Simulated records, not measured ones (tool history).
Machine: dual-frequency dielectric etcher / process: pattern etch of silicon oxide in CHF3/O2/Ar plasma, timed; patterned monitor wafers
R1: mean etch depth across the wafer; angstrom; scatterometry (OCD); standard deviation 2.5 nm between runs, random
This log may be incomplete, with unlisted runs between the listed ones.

run 1 hour=0 | source_power_(kW)=0.8 bias_power_(kW)=0.236 etch_time_(s)=212 | R1=5011.8
run 2 hour=7.3 | source_power_(kW)=0.8 bias_power_(kW)=0.269 etch_time_(s)=212 | R1=5214.6
run 3 hour=8.7 | source_power_(kW)=0.68 bias_power_(kW)=0.269 etch_time_(s)=212 | R1=4938.3
run 4 hour=14.8 | source_power_(kW)=0.68 bias_power_(kW)=0.287 etch_time_(s)=212 | R1=5068.6
run 5 hour=21.7 | source_power_(kW)=0.68 bias_power_(kW)=0.287 etch_time_(s)=212 | R1=5061.3
run 6 hour=23.8 | source_power_(kW)=0.68 bias_power_(kW)=0.287 etch_time_(s)=193.5 | R1=4593.2
run 7 hour=31.5 | source_power_(kW)=0.68 bias_power_(kW)=0.287 etch_time_(s)=193.5 | R1=4630.4

Estimate the outcome of run 8 from the log above:
run 8 hour=38.9 | source_power_(kW)=0.84 bias_power_(kW)=0.313 etch_time_(s)=195 | R1=?

{"run 8": {"R1": 5065.1}}
